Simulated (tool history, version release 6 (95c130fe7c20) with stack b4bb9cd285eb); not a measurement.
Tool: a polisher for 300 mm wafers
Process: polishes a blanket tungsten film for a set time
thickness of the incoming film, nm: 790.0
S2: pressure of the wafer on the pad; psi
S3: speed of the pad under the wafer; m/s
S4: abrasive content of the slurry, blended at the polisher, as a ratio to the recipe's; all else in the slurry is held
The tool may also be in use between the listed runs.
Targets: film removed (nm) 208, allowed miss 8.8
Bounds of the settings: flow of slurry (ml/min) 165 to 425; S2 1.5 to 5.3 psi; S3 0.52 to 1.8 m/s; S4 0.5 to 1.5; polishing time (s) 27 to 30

{"run": 1, "hour": 0.0, "flow of slurry (ml/min)": 275, "S2": 3.4, "S3": 1.16, "S4": 1, "polishing time (s)": 30, "film removed (nm)": 145.55}
{"run": 2, "hour": 8.8, "flow of slurry (ml/min)": 275, "S2": 3.4, "S3": 1.4, "S4": 1, "polishing time (s)": 30, "film removed (nm)": 175.46}
{"run": 3, "hour": 16.7, "flow of slurry (ml/min)": 275, "S2": 3.1, "S3": 1.4, "S4": 1, "polishing time (s)": 30, "film removed (nm)": 160.93}
{"run": 4, "hour": 21.5, "flow of slurry (ml/min)": 275, "S2": 3.1, "S3": 1.14, "S4": 1, "polishing time (s)": 30, "film removed (nm)": 131.43}
{"run": 5, "hour": 23.3, "flow of slurry (ml/min)": 275, "S2": 3.5, "S3": 1.16, "S4": 1, "polishing time (s)": 30, "film removed (nm)": 147.38}
{"run": 6, "hour": 24.8, "flow of slurry (ml/min)": 275, "S2": 2.7, "S3": 1.16, "S4": 1, "polishing time (s)": 30, "film removed (nm)": 120.35}
{"run": 7, "hour": 32.4, "flow of slurry (ml/min)": 275, "S2": 3.3, "S3": 1.18, "S4": 1, "polishing time (s)": 30, "film removed (nm)": 142.43}
{"run": 8, "hour": 40.4, "flow of slurry (ml/min)": 275, "S2": 3.7, "S3": 1.2, "S4": 1, "polishing time (s)": 30, "film removed (nm)": 162.03}
{"run": 9, "hour": 41.4, "flow of slurry (ml/min)": 275, "S2": 4, "S3": 1.2, "S4": 1, "polishing time (s)": 30, "film removed (nm)": 174.86}

5 next moves are on the table. One of them brings every result within its allowed miss. Which?
{"run": "A", "hour": 42.4, "flow of slurry (ml/min)": 245, "S2": 4.5, "S3": 1.22, "S4": 1.05, "polishing time (s)": 28, "film removed (nm)": "?"}
{"run": "B", "hour": 42.4, "flow of slurry (ml/min)": 285, "S2": 3.9, "S3": 1.48, "S4": 0.9, "polishing time (s)": 30, "film removed (nm)": "?"}
{"run": "C", "hour": 42.4, "flow of slurry (ml/min)": 315, "S2": 4.2, "S3": 1.48, "S4": 1.1, "polishing time (s)": 30, "film removed (nm)": "?"}
{"run": "D", "hour": 42.4, "flow of slurry (ml/min)": 245, "S2": 4.5, "S3": 1.28, "S4": 0.8, "polishing time (s)": 30, "film removed (nm)": "?"}
{"run": "E", "hour": 42.4, "flow of slurry (ml/min)": 305, "S2": 3.7, "S3": 1.16, "S4": 1.15, "polishing time (s)": 29, "film removed (nm)": "?"}

move=A film_removed_(nm)=182.11
move=B film_removed_(nm)=203.18
move=C film_removed_(nm)=228.62
move=D film_removed_(nm)=193.12
move=E film_removed_(nm)=156.68
A: nearer than the last run, and not there yet
B: meets every target
C: takes the result that was furthest off past its target
D: nearer than the last run, and not there yet
E: further off than the last run
Answer: B
